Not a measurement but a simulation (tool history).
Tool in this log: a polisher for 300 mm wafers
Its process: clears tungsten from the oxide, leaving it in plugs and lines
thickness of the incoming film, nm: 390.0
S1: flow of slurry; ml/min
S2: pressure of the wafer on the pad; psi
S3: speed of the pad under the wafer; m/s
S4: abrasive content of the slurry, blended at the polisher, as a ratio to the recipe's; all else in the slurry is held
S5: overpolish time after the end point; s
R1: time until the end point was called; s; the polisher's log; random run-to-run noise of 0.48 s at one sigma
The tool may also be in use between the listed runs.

run	day	S1	S2	S3	S4	S5	R1
1	0.000	225	3.1	1.34	1.00	23	61.005
2	0.108	225	3.1	1.34	1.00	23	63.611
3	0.392	225	3.1	1.34	1.00	23	62.163
4	0.425	225	3.5	1.38	1.00	23	55.527
5	0.604	225	3.5	1.38	0.95	23	54.964
6	0.746	225	3.8	1.44	0.95	23	48.266
7	1.017	225	4.0	1.48	0.95	23	44.979

Run 8 has not been measured yet. What should we expect?
8	1.204	225	4.2	1.52	0.95	23	?

R1: 41.472 s

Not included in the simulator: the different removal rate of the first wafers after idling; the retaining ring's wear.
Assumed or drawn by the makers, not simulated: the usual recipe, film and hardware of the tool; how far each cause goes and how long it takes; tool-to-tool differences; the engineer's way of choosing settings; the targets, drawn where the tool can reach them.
